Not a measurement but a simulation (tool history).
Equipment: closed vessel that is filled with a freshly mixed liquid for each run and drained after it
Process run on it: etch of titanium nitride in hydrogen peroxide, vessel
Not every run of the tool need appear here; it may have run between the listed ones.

run    day  temperature setpoint of the liquid (K)  concentration of hydrogen peroxide in the mixed liquid (% by weight)  time in the liquid (s)  thickness taken off the titanium nitride on a monitor wafer (Å)
  1      0                                  316.15                                                                  15.5                    1605                                                           749.38
  2  0.175                                  313.65                                                                  15.5                    1605                                                           617.21
  3  0.329                                  309.65                                                                  15.5                    1605                                                           453.64
  4  0.375                                  311.15                                                                  15.5                    1605                                                           503.16
  5  0.504                                  312.65                                                                  15.5                    1605                                                           566.26
  6  0.542                                  312.65                                                                    13                    1605                                                           551.11
  7  0.642                                  313.65                                                                    13                    1605                                                           599.16
  8  0.662                                  314.65                                                                    13                    1605                                                            640.6
     0.829  -- new drum of peroxide connected
  9  0.829                                  315.65                                                                    13                    1605                                                           706.72

Run 10 has not been measured yet. What should we expect?
 10  0.875                                  316.15                                                                    13                    1605                                                                ?

{"run 10": {"thickness taken off the titanium nitride on a monitor wafer (Å)": 735.77}}
